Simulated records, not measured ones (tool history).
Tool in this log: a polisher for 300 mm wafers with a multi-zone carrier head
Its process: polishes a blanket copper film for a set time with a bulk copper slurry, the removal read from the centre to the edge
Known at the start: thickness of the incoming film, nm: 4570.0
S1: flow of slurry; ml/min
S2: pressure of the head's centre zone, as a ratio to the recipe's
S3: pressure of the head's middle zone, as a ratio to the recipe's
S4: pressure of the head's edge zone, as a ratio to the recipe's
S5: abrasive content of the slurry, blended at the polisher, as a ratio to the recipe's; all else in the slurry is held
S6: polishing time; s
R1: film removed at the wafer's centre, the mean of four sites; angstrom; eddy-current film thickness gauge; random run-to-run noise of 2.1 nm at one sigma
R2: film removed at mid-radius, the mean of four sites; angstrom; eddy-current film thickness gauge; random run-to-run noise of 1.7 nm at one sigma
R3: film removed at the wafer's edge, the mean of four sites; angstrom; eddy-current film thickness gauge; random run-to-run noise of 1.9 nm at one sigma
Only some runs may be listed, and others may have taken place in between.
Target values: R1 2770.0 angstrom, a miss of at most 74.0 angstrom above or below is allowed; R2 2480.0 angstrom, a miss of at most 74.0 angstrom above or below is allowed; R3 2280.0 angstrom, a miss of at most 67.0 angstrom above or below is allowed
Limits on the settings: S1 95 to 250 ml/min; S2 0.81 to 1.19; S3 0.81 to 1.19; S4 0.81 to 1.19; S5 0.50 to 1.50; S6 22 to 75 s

run	day	S1	S2	S3	S4	S5	S6	R1	R2	R3
1	0.000	160	1.00	1.00	1.00	1.00	48	4511.8	4002.3	4126.6
2	0.358	160	1.00	1.00	1.00	0.85	48	4452.3	3881.1	3951.6
3	0.662	160	0.99	1.00	0.98	0.80	46	4095.6	3673.8	3749.3
4	0.775	160	0.99	1.00	0.98	0.80	58	5215.8	4679.9	4720.8
5	1.146	160	0.99	1.00	0.98	1.00	58	5412.3	4888.6	4959.3
6	1.342	160	0.99	1.00	0.97	0.95	55	5147.9	4644.9	4643.2
7	1.700	160	0.99	1.00	0.96	0.90	52	4860.0	4307.7	4304.3
8	1.775	160	0.99	1.01	0.96	0.85	49	4423.2	4019.6	3935.8
9	2.117	160	0.99	1.01	0.95	0.80	47	4203.9	3804.6	3794.3
# day 2.238: centre zone pressure recalibrated
10	2.238	160	1.00	1.02	0.94	0.75	45	3691.2	3597.5	3551.2
11	2.346	170	1.00	1.01	0.93	0.75	43	3615.4	3510.6	3407.7
12	2.392	160	1.02	1.01	0.92	0.75	42	3520.3	3321.2	3281.9
13	2.438	165	1.04	1.00	0.91	0.75	41	3464.5	3297.8	3211.9
14	2.654	165	1.06	0.99	0.90	0.75	40	3494.5	3134.6	3106.4
15	3.012	165	1.07	0.99	0.89	0.75	39	3431.7	3070.9	3038.3
16	3.067	165	1.07	0.99	0.89	0.75	39	3465.3	3092.8	3020.8
17	3.321	165	1.08	0.99	0.88	0.75	38	3409.4	3058.1	2931.9
18	3.433	160	1.09	0.99	0.87	0.75	37	3317.5	2896.8	2829.0
19	3.546	155	1.10	1.00	0.86	0.70	37	3254.9	2878.5	2768.9
20	3.821	155	1.10	1.00	0.86	0.70	37	3287.1	2879.8	2741.6
21	4.017	150	1.10	1.00	0.85	0.70	37	3250.1	2858.9	2761.7
22	4.200	150	1.11	1.01	0.85	0.70	37	3247.0	2900.7	2722.4
23	4.492	145	1.11	1.01	0.85	0.70	37	3251.8	2854.0	2745.1
24	4.788	170	1.11	1.02	0.81	0.50	29	2478.8	2181.4	2016.2

Which one of the following 4 next-run settings gets every result inside its allowed miss? There is exactly one.
A	5.083	160	1.03	0.82	0.94	0.50	30	?	?	?
B	5.083	180	1.12	0.96	0.86	0.50	26	?	?	?
C	5.083	185	1.11	1.04	0.85	0.55	31	?	?	?
D	5.083	155	1.14	0.81	0.92	0.50	33	?	?	?

move	R1	R2	R3
A	2325.7	1863.0	2214.9
B	2249.1	1879.2	1873.4
C	2720.5	2451.4	2267.7
D	2813.1	2014.9	2402.9
A: misses by more than the last run did
B: misses by more than the last run did
C: in spec on every target
D: misses by more than the last run did
C is the move that brings every result within its allowed miss.
